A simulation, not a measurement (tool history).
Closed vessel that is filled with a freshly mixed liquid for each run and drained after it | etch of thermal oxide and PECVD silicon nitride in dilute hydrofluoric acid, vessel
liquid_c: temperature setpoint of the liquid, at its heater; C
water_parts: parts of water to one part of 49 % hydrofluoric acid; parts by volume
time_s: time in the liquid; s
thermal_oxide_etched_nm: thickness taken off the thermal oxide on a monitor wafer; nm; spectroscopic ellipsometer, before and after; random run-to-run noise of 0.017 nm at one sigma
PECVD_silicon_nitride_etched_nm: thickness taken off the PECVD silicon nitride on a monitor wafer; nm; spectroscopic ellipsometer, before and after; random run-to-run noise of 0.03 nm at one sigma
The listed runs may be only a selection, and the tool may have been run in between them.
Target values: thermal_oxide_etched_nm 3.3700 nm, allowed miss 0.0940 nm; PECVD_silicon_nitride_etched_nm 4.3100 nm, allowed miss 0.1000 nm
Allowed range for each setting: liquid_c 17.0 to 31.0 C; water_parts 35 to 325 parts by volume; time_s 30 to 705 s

run,hour,liquid_c,water_parts,time_s,thermal_oxide_etched_nm,PECVD_silicon_nitride_etched_nm
1,0.0,23.0,180,360,7.1871,9.8616
2,5.9,22.0,195,360,6.2653,8.4978
3,9.8,21.0,210,360,5.5246,7.4186
4,15.7,20.0,220,360,5.0125,6.5385
5,18.7,20.0,255,360,4.1933,5.6421
6,25.7,19.5,260,360,3.9729,5.4416
7,33.4,19.0,260,360,3.9872,5.1803
8,36.7,19.0,265,360,3.8408,5.0775
9,41.4,18.5,270,360,3.7057,4.9544
10,46.2,18.0,270,360,3.6285,4.6917
11,52.2,18.0,270,360,3.6387,4.7456
12,53.2,17.5,275,360,3.4690,4.5522

Which one of the following 5 next-run settings gets every result inside its allowed miss? There is exactly one.
A,54.2,17.0,225,295,?,?
B,54.2,17.0,245,335,?,?
C,54.2,18.0,250,305,?,?
D,54.2,17.0,205,250,?,?
E,54.2,17.0,205,270,?,?

move,thermal_oxide_etched_nm,PECVD_silicon_nitride_etched_nm
A,3.5790,4.3126
B,3.6671,4.5149
C,3.3859,4.3077
D,3.3895,3.9951
E,3.6607,4.3147
A: corrects the largest miss of the last run, while another result sits out of spec
B: misses by more than the last run did
C: hits every target within its allowed miss
D: takes the result that was furthest off past its target
E: corrects the largest miss of the last run, while another result sits out of spec
Move C is the one to make.

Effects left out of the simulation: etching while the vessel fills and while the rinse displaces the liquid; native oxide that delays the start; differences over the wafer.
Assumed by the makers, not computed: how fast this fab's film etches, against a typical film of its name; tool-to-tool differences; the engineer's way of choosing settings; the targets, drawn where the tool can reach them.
